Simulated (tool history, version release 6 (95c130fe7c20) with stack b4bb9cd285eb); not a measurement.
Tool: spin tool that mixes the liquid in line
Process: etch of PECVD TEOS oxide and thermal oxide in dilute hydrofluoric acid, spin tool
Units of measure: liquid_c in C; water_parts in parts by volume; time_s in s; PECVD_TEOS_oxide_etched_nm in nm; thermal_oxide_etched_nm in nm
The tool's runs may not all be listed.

run	hour	liquid_c	water_parts	time_s	PECVD_TEOS_oxide_etched_nm	thermal_oxide_etched_nm
1	0.0	25.0	75	35	9.3969	2.2372
2	5.1	25.0	75	45	12.1290	3.0009
3	11.3	25.0	65	45	13.9980	3.4351
4	19.3	22.0	65	45	12.4510	3.0560
5	23.6	24.5	65	45	13.8800	3.3421
6	28.5	25.5	65	45	14.2480	3.5298
7	30.6	26.5	65	45	14.9490	3.6161
8	37.8	27.5	65	45	15.5000	3.7188
9	43.6	28.0	65	45	16.0040	3.8852
10	48.6	28.5	65	45	16.3570	3.9485
11	52.1	29.0	65	45	16.4670	3.9845
12	57.6	29.5	65	45	16.7990	4.0998

Run 13 comes next. What will it give?
13	58.6	29.5	65	45	?	?

PECVD_TEOS_oxide_etched_nm: 16.8040 nm
thermal_oxide_etched_nm: 4.1268 nm
